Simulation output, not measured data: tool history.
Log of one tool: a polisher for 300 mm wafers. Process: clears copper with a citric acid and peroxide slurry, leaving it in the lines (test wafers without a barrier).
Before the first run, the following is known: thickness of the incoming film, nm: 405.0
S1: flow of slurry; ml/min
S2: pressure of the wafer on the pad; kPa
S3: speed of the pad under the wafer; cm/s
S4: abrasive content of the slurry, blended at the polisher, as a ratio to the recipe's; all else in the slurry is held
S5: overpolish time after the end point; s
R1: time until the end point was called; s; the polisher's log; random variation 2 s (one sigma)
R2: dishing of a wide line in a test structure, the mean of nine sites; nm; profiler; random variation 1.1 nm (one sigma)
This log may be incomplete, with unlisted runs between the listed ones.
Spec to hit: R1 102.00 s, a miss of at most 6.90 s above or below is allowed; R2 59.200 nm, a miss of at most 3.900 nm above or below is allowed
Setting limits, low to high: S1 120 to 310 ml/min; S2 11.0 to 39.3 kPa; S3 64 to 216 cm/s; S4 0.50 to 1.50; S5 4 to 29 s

Run 1, day 0.000: S1 200 ml/min, S2 24.8 kPa, S3 140 cm/s, S4 1.00, S5 15 s. Result: R1 128.09 s, R2 35.681 nm.
Run 2, day 0.117: S1 215 ml/min, S2 24.8 kPa, S3 140 cm/s, S4 1.00, S5 15 s. Result: R1 128.49 s, R2 35.033 nm.
Run 3, day 0.358: S1 215 ml/min, S2 26.2 kPa, S3 140 cm/s, S4 1.00, S5 16 s. Result: R1 120.43 s, R2 37.948 nm.
Run 4, day 0.392: S1 215 ml/min, S2 20.7 kPa, S3 140 cm/s, S4 1.00, S5 16 s. Result: R1 141.08 s, R2 33.569 nm.
Run 5, day 0.675: S1 215 ml/min, S2 20.7 kPa, S3 140 cm/s, S4 1.00, S5 13 s. Result: R1 140.76 s, R2 27.473 nm.
Run 6, day 0.838: S1 215 ml/min, S2 22.8 kPa, S3 140 cm/s, S4 1.00, S5 13 s. Result: R1 133.03 s, R2 29.612 nm.
Run 7, day 1.167: S1 210 ml/min, S2 24.8 kPa, S3 140 cm/s, S4 1.00, S5 15 s. Result: R1 119.57 s, R2 34.934 nm.
Run 8, day 1.500: S1 210 ml/min, S2 25.5 kPa, S3 142 cm/s, S4 1.00, S5 17 s. Result: R1 116.82 s, R2 39.264 nm.

Exactly one of the 4 candidate moves below puts every result within its allowed miss. Which one?
Run A, day 1.833: S1 215 ml/min, S2 24.1 kPa, S3 142 cm/s, S4 0.95, S5 13 s. Result: R1 ?, R2 ?.
Run B, day 1.833: S1 270 ml/min, S2 25.5 kPa, S3 126 cm/s, S4 0.90, S5 11 s. Result: R1 ?, R2 ?.
Run C, day 1.833: S1 165 ml/min, S2 33.1 kPa, S3 136 cm/s, S4 1.40, S5 27 s. Result: R1 ?, R2 ?.
Run D, day 1.833: S1 210 ml/min, S2 26.2 kPa, S3 160 cm/s, S4 1.05, S5 24 s. Result: R1 ?, R2 ?.

move      R1      R2
   A  126.76  31.104
   B  135.05  25.343
   C  100.36  69.451
   D  104.81  60.651
A: the biggest miss grows against the last run
B: the biggest miss grows against the last run
C: takes the result that was furthest off past its target
D: all results land within tolerance of their targets
So the answer is move D, the one that meets all the targets.
